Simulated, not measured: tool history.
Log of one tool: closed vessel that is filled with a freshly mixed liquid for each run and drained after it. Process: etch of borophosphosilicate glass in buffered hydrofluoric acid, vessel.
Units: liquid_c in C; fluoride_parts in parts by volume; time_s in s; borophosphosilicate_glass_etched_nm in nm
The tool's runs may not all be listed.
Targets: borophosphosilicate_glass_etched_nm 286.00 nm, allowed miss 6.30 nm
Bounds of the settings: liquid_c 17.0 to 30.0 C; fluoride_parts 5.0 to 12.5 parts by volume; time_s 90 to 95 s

run,day,liquid_c,fluoride_parts,time_s,borophosphosilicate_glass_etched_nm
1,0.000,22.0,7.5,90,229.13
2,0.175,23.5,7.5,90,247.05
3,0.525,24.5,7.5,90,261.93
4,0.654,25.0,7.5,90,267.24
5,1.008,25.5,7.5,90,273.68
6,1.162,29.0,7.5,90,329.08
7,1.429,28.0,7.5,90,315.11
8,1.800,27.5,7.5,90,311.02
9,2.092,27.0,7.5,90,296.58

5 next moves are on the table. One of them brings every result within its allowed miss. Which?
A,2.383,24.0,6.5,95,?
B,2.383,28.5,8.5,95,?
C,2.383,26.0,7.5,95,?
D,2.383,23.5,6.5,90,?
E,2.383,27.5,7.5,90,?

move,borophosphosilicate_glass_etched_nm
A,309.51
B,297.65
C,299.13
D,285.45
E,306.77
A: further off than the last run
B: further off than the last run
C: further off than the last run
D: meets every target
E: further off than the last run
Move D is the one to make.

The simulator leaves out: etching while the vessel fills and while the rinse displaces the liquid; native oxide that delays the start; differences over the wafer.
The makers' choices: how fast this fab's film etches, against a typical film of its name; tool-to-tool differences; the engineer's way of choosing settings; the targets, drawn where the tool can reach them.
